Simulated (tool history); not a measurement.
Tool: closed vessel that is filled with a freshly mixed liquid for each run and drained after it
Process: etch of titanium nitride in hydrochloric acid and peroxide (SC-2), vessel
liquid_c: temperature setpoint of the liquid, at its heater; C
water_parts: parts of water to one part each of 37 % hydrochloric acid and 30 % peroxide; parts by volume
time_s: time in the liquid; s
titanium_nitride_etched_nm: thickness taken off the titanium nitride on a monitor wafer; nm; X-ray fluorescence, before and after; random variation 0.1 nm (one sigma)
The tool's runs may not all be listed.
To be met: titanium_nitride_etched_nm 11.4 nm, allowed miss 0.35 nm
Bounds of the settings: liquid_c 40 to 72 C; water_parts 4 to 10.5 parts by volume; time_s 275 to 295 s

| run | hour | liquid_c | water_parts | time_s | titanium_nitride_etched_nm |
|---|---|---|---|---|---|
| 1 | 0 | 56 | 5.5 | 275 | 28.859 |
| 2 | 5.7 | 56 | 5.5 | 275 | 29.35 |
| 3 | 14.1 | 52.5 | 5.5 | 275 | 23.343 |
| 4 | 16.9 | 52.5 | 5.5 | 275 | 23.386 |
| 5 | 25.8 | 49.5 | 5.5 | 275 | 19.092 |
| 6 | 28.4 | 49.5 | 4.5 | 275 | 21.964 |
| 7 | 31.1 | 47 | 4.5 | 275 | 18.764 |
| 8 | 34.9 | 45 | 4.5 | 275 | 16.175 |
| 9 | 39.7 | 43.5 | 4.5 | 275 | 14.683 |
| 10 | 43.8 | 42.5 | 4.5 | 275 | 13.616 |

Which of these 5 next moves meets every target?
| A | 47.9 | 41.5 | 5 | 290 | ? |
| B | 47.9 | 42 | 5 | 275 | ? |
| C | 47.9 | 41 | 4.5 | 275 | ? |
| D | 47.9 | 40 | 4.5 | 275 | ? |
| E | 47.9 | 42 | 6.5 | 290 | ? |

| move | titanium_nitride_etched_nm |
|---|---|
| A | 12.257 |
| B | 12.038 |
| C | 12.084 |
| D | 11.258 |
| E | 10.455 |
A: nearer than the last run, and not there yet
B: nearer than the last run, and not there yet
C: nearer than the last run, and not there yet
D: meets every target
E: takes the result that was furthest off past its target
Answer: D

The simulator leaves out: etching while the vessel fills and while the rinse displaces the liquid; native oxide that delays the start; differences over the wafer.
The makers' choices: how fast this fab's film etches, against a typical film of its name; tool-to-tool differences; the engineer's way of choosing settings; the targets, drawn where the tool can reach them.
